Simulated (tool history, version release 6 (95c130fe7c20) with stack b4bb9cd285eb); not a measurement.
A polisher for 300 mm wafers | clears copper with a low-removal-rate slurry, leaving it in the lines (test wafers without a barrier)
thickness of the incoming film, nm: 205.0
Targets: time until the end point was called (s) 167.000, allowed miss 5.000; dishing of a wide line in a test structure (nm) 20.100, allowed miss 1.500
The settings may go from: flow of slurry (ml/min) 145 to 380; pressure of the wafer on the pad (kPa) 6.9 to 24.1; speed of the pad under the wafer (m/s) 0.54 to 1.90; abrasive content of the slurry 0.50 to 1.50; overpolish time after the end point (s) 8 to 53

run,day,flow of slurry (ml/min),pressure of the wafer on the pad (kPa),speed of the pad under the wafer (m/s),abrasive content of the slurry,overpolish time after the end point (s),time until the end point was called (s),dishing of a wide line in a test structure (nm)
1,0.000,245,15.2,1.22,1.00,27,85.253,44.767
2,0.267,245,13.8,1.22,1.00,27,92.884,43.518
3,0.425,245,13.8,1.22,1.00,19,92.832,30.720
4,0.646,245,13.1,1.20,1.00,19,100.780,29.355
5,0.746,245,13.1,1.04,1.00,19,114.960,25.184
6,0.821,245,12.4,1.04,1.00,19,122.610,24.205
7,1.196,235,8.3,1.04,1.00,22,178.540,18.760
8,1.238,240,8.3,1.04,1.00,22,178.460,18.796

4 next moves are on the table. One of them brings every result within its allowed miss. Which?
A,1.279,175,8.3,1.00,1.35,23,?,?
B,1.279,210,8.3,0.94,1.05,25,?,?
C,1.279,220,7.6,1.24,1.00,22,?,?
D,1.279,225,9.0,0.96,1.10,27,?,?

move,time until the end point was called (s),dishing of a wide line in a test structure (nm)
A,177.800,18.922
B,195.850,18.694
C,163.760,19.499
D,174.110,22.375
A: nearer than the last run, and not there yet
B: further off than the last run
C: meets every target
D: nearer than the last run, and not there yet
The right move is C.

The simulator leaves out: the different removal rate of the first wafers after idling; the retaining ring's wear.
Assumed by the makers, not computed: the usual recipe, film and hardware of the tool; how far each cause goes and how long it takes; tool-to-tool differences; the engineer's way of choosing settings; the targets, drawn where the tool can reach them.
